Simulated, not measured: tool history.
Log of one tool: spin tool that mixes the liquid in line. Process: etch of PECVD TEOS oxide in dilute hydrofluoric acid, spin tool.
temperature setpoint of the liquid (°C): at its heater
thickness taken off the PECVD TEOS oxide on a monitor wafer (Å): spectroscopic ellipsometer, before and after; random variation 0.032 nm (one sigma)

run	day	temperature setpoint of the liquid (°C)	parts of water to one part of 49 % hydrofluoric acid (parts by volume)	time under the liquid (s)	thickness taken off the PECVD TEOS oxide on a monitor wafer (Å)
1	0.000	22.0	50	60	111.430
2	0.354	20.5	55	60	93.441
3	0.554	20.5	55	60	93.562
4	0.900	19.5	55	60	90.274
5	1.238	18.5	55	60	85.956
6	1.488	18.0	55	60	84.220
7	1.738	17.5	55	60	82.629
8	1.783	17.0	55	60	80.776
9	2.112	17.0	55	55	74.312

Run 10 comes next. What will it give?
10	2.442	17.5	55	55	?

thickness taken off the PECVD TEOS oxide on a monitor wafer (Å): 75.062
